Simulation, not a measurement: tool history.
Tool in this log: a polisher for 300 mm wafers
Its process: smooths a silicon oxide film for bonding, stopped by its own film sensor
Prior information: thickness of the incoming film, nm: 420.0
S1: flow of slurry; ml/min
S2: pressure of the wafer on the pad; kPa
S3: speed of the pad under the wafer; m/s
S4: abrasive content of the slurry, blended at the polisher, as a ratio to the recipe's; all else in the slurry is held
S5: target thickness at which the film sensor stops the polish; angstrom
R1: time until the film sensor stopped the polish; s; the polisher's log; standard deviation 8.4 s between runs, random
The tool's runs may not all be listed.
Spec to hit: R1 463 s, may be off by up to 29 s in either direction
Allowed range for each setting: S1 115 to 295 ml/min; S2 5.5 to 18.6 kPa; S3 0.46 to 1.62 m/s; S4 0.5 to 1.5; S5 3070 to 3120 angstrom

| run | hour | S1 | S2 | S3 | S4 | S5 | R1 |
|---|---|---|---|---|---|---|---|
| 1 | 0 | 190 | 11.7 | 1.04 | 1 | 3120 | 183.4 |
| 2 | 1.8 | 190 | 10.3 | 0.92 | 0.95 | 3110 | 231.93 |
| 3 | 4.7 | 190 | 10.3 | 0.92 | 1.15 | 3110 | 210 |
| 4 | 9.5 | 190 | 9 | 0.8 | 1.1 | 3100 | 255.89 |
| 5 | 15.9 | 190 | 10.3 | 0.8 | 1.1 | 3100 | 234.14 |
| 6 | 21.7 | 185 | 9 | 0.7 | 1.05 | 3090 | 308.29 |
| 7 | 30.1 | 180 | 8.3 | 0.66 | 1.05 | 3090 | 330.3 |
| 8 | 33.8 | 180 | 7.6 | 0.62 | 1.05 | 3090 | 360.65 |
| 9 | 41.4 | 180 | 6.9 | 0.6 | 1.05 | 3090 | 393.3 |
| 10 | 45.6 | 180 | 6.2 | 0.58 | 1.05 | 3090 | 424.04 |

Of the 5 settings listed for the next run, only one would bring every result within its allowed miss of target. Which one?
| A | 49.8 | 140 | 5.5 | 0.5 | 1.05 | 3070 | ? |
| B | 49.8 | 175 | 6.2 | 0.66 | 0.9 | 3120 | ? |
| C | 49.8 | 180 | 7.6 | 0.58 | 1.05 | 3120 | ? |
| D | 49.8 | 165 | 5.5 | 0.68 | 0.85 | 3070 | ? |
| E | 49.8 | 155 | 6.2 | 0.64 | 1.15 | 3090 | ? |

| move | R1 |
|---|---|
| A | 554.28 |
| B | 419.82 |
| C | 378.37 |
| D | 477.94 |
| E | 392.7 |
A: takes the biggest miss from the last run beyond its target
B: its largest miss is bigger than the last run's
C: its largest miss is bigger than the last run's
D: every result within its allowed miss
E: its largest miss is bigger than the last run's
Move D is the one to make.

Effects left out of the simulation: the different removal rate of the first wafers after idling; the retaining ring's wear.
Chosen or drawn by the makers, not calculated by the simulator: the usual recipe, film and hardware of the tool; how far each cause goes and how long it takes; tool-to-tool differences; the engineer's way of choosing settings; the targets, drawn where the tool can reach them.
